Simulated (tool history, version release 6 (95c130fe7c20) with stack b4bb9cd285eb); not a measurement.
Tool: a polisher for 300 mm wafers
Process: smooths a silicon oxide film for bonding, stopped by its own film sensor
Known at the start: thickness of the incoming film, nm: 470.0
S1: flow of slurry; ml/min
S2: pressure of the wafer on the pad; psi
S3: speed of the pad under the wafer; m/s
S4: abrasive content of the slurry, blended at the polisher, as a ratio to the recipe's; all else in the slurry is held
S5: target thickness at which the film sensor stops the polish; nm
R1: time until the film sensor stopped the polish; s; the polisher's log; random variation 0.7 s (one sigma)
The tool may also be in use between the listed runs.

{"run": 1, "hour": 0.0, "S1": 315, "S2": 1.4, "S3": 1.1, "S4": 1.0, "S5": 427, "R1": 72.99}
{"run": 2, "hour": 7.6, "S1": 315, "S2": 1.4, "S3": 1.1, "S4": 0.9, "S5": 427, "R1": 75.186}
{"run": 3, "hour": 15.6, "S1": 315, "S2": 1.5, "S3": 1.12, "S4": 0.9, "S5": 427, "R1": 68.747}
{"run": 4, "hour": 17.9, "S1": 315, "S2": 1.5, "S3": 1.22, "S4": 0.9, "S5": 427, "R1": 66.404}
{"run": 5, "hour": 22.1, "S1": 390, "S2": 1.5, "S3": 1.22, "S4": 0.9, "S5": 427, "R1": 65.85}
{"run": 6, "hour": 25.2, "S1": 390, "S2": 1.5, "S3": 1.22, "S4": 0.9, "S5": 427, "R1": 65.502}
{"run": 7, "hour": 28.2, "S1": 390, "S2": 1.6, "S3": 1.24, "S4": 0.9, "S5": 427, "R1": 60.776}

Run 8 comes next. What will it give?
{"run": 8, "hour": 34.3, "S1": 390, "S2": 1.7, "S3": 1.24, "S4": 0.9, "S5": 427, "R1": "?"}

Run 8 gave R1 55.912 s.

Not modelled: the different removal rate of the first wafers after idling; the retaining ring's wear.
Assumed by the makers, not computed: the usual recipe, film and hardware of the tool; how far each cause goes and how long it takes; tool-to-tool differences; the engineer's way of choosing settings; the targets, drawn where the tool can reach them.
